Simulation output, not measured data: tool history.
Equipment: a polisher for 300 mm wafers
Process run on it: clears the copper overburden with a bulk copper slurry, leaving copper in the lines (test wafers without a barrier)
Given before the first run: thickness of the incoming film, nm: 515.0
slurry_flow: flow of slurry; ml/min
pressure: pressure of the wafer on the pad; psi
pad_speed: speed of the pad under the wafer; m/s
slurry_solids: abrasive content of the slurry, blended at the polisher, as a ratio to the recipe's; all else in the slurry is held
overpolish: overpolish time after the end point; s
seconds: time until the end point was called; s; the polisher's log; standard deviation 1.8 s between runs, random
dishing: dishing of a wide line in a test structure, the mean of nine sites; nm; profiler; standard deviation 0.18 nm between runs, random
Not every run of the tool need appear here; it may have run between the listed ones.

run	hour	slurry_flow	pressure	pad_speed	slurry_solids	overpolish	seconds	dishing
1	0	240	2.4	0.86	1	8	83.702	15.959
2	6.9	240	2.1	0.88	1	7	89.242	15.328
3	12.5	240	2.1	0.78	1	7	101.3	14.233
4	20.2	300	2.1	0.78	1	7	98.979	13.93
5	27.2	320	2.2	0.68	1.1	6	110.41	12.609
6	35.5	320	2.2	0.68	1.3	6	104.1	12.51
7	42.3	335	2.2	0.64	1.35	5	107.72	11.67
8	45	375	1.9	0.58	1.5	2	126.86	5.1209
9	47.1	305	2.2	0.58	1.4	2	122.08	5.4652

Estimate the outcome of run 10 from the log above:
10	48.9	310	2.2	0.58	1.35	2	?	?

Run 10 gave seconds 119.07 s, dishing 5.5722 nm.
